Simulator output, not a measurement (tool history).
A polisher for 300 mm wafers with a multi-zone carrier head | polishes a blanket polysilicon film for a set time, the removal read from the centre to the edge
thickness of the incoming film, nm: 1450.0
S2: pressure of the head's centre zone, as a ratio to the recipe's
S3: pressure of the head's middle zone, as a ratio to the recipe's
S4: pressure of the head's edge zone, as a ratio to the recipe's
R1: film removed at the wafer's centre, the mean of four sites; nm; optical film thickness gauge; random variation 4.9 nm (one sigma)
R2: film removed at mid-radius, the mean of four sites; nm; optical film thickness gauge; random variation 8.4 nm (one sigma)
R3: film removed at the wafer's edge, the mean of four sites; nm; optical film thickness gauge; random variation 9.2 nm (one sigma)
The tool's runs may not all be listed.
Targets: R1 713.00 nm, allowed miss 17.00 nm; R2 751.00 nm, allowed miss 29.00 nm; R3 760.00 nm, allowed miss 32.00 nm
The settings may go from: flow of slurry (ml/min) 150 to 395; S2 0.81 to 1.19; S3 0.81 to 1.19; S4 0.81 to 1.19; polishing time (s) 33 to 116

{"run": 1, "hour": 0.0, "flow of slurry (ml/min)": 250, "S2": 1.0, "S3": 1.0, "S4": 1.0, "polishing time (s)": 74, "R1": 554.61, "R2": 553.4, "R3": 564.38}
{"run": 2, "hour": 8.4, "flow of slurry (ml/min)": 255, "S2": 1.01, "S3": 1.02, "S4": 1.03, "polishing time (s)": 77, "R1": 586.7, "R2": 575.32, "R3": 593.07}
{"run": 3, "hour": 14.6, "flow of slurry (ml/min)": 260, "S2": 1.0, "S3": 1.04, "S4": 1.05, "polishing time (s)": 81, "R1": 607.94, "R2": 633.52, "R3": 622.69}
{"run": 4, "hour": 21.1, "flow of slurry (ml/min)": 260, "S2": 1.0, "S3": 1.11, "S4": 1.05, "polishing time (s)": 81, "R1": 607.07, "R2": 652.74, "R3": 617.04}
{"run": 5, "hour": 24.7, "flow of slurry (ml/min)": 260, "S2": 1.0, "S3": 1.05, "S4": 1.05, "polishing time (s)": 81, "R1": 616.82, "R2": 632.99, "R3": 620.95}
{"run": 6, "hour": 29.2, "flow of slurry (ml/min)": 260, "S2": 1.0, "S3": 1.05, "S4": 1.05, "polishing time (s)": 66, "R1": 498.07, "R2": 514.81, "R3": 502.14}
{"run": 7, "hour": 35.9, "flow of slurry (ml/min)": 250, "S2": 1.0, "S3": 1.05, "S4": 1.05, "polishing time (s)": 72, "R1": 539.7, "R2": 548.94, "R3": 543.16}
{"run": 8, "hour": 38.2, "flow of slurry (ml/min)": 270, "S2": 1.0, "S3": 1.04, "S4": 1.06, "polishing time (s)": 76, "R1": 572.62, "R2": 587.09, "R3": 583.68}
{"hour": 43.1, "done": "worn pad replaced by a new one"}
{"run": 9, "hour": 43.1, "flow of slurry (ml/min)": 275, "S2": 1.0, "S3": 1.04, "S4": 1.07, "polishing time (s)": 80, "R1": 669.21, "R2": 671.85, "R3": 663.78}
{"run": 10, "hour": 45.9, "flow of slurry (ml/min)": 280, "S2": 0.98, "S3": 1.03, "S4": 1.08, "polishing time (s)": 80, "R1": 639.15, "R2": 669.75, "R3": 685.91}
{"run": 11, "hour": 51.1, "flow of slurry (ml/min)": 295, "S2": 0.98, "S3": 1.03, "S4": 1.08, "polishing time (s)": 80, "R1": 652.62, "R2": 674.55, "R3": 676.96}

5 next moves are on the table. One of them brings every result within its allowed miss. Which?
{"run": "A", "hour": 56.3, "flow of slurry (ml/min)": 250, "S2": 1.01, "S3": 0.84, "S4": 1.15, "polishing time (s)": 88, "R1": "?", "R2": "?", "R3": "?"}
{"run": "B", "hour": 56.3, "flow of slurry (ml/min)": 305, "S2": 1.05, "S3": 1.13, "S4": 0.95, "polishing time (s)": 72, "R1": "?", "R2": "?", "R3": "?"}
{"run": "C", "hour": 56.3, "flow of slurry (ml/min)": 355, "S2": 0.93, "S3": 0.99, "S4": 1.03, "polishing time (s)": 91, "R1": "?", "R2": "?", "R3": "?"}
{"run": "D", "hour": 56.3, "flow of slurry (ml/min)": 285, "S2": 0.88, "S3": 1.06, "S4": 1.11, "polishing time (s)": 92, "R1": "?", "R2": "?", "R3": "?"}
{"run": "E", "hour": 56.3, "flow of slurry (ml/min)": 340, "S2": 1.01, "S3": 1.11, "S4": 1.01, "polishing time (s)": 79, "R1": "?", "R2": "?", "R3": "?"}

move=A R1=728.41 R2=611.04 R3=770.66
move=B R1=632.32 R2=651.98 R3=578.60
move=C R1=715.36 R2=744.98 R3=768.24
move=D R1=671.86 R2=785.04 R3=795.37
move=E R1=673.14 R2=710.33 R3=657.97
A: brings the result that was furthest off to its target, and leaves another outside
B: further off than the last run
C: meets every target
D: nearer than the last run, and not there yet
E: nearer than the last run, and not there yet
Move C is the one to make.
